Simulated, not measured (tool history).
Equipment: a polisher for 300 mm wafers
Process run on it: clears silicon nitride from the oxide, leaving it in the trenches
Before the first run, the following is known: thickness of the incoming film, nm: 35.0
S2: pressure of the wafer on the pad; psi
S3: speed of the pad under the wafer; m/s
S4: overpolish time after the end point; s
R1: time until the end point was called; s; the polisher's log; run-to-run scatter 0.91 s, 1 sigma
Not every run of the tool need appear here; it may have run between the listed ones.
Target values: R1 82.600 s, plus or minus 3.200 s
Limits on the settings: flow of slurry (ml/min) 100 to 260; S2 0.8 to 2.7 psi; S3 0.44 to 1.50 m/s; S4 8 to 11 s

{"run": 1, "day": 0.0, "flow of slurry (ml/min)": 165, "S2": 1.7, "S3": 0.96, "S4": 11, "R1": 51.843}
{"run": 2, "day": 0.25, "flow of slurry (ml/min)": 165, "S2": 1.6, "S3": 0.96, "S4": 11, "R1": 55.239}
{"run": 3, "day": 0.508, "flow of slurry (ml/min)": 140, "S2": 1.6, "S3": 0.96, "S4": 11, "R1": 57.063}
{"run": 4, "day": 0.817, "flow of slurry (ml/min)": 125, "S2": 1.6, "S3": 0.96, "S4": 11, "R1": 58.571}
{"run": 5, "day": 1.096, "flow of slurry (ml/min)": 125, "S2": 1.5, "S3": 0.96, "S4": 11, "R1": 61.458}
{"run": 6, "day": 1.317, "flow of slurry (ml/min)": 125, "S2": 1.5, "S3": 0.96, "S4": 11, "R1": 61.032}
{"run": 7, "day": 1.6, "flow of slurry (ml/min)": 125, "S2": 1.4, "S3": 0.96, "S4": 11, "R1": 65.057}
{"run": 8, "day": 1.95, "flow of slurry (ml/min)": 125, "S2": 1.3, "S3": 0.96, "S4": 11, "R1": 67.667}
{"run": 9, "day": 2.317, "flow of slurry (ml/min)": 125, "S2": 1.2, "S3": 0.96, "S4": 11, "R1": 73.585}

Which one of the following 5 next-run settings gets every result inside its allowed miss? There is exactly one.
{"run": "A", "day": 2.683, "flow of slurry (ml/min)": 110, "S2": 1.2, "S3": 1.04, "S4": 8, "R1": "?"}
{"run": "B", "day": 2.683, "flow of slurry (ml/min)": 130, "S2": 1.4, "S3": 0.84, "S4": 11, "R1": "?"}
{"run": "C", "day": 2.683, "flow of slurry (ml/min)": 140, "S2": 1.1, "S3": 1.0, "S4": 9, "R1": "?"}
{"run": "D", "day": 2.683, "flow of slurry (ml/min)": 100, "S2": 1.3, "S3": 0.82, "S4": 11, "R1": "?"}
{"run": "E", "day": 2.683, "flow of slurry (ml/min)": 110, "S2": 1.3, "S3": 0.76, "S4": 8, "R1": "?"}

move=A R1=68.028
move=B R1=71.748
move=C R1=72.712
move=D R1=81.723
move=E R1=86.394
A: moves away from the targets compared with the last run
B: moves away from the targets compared with the last run
C: moves away from the targets compared with the last run
D: all results land within tolerance of their targets
E: carries the result that was furthest off beyond its target, to the other side
Correct choice: D, which meets every target

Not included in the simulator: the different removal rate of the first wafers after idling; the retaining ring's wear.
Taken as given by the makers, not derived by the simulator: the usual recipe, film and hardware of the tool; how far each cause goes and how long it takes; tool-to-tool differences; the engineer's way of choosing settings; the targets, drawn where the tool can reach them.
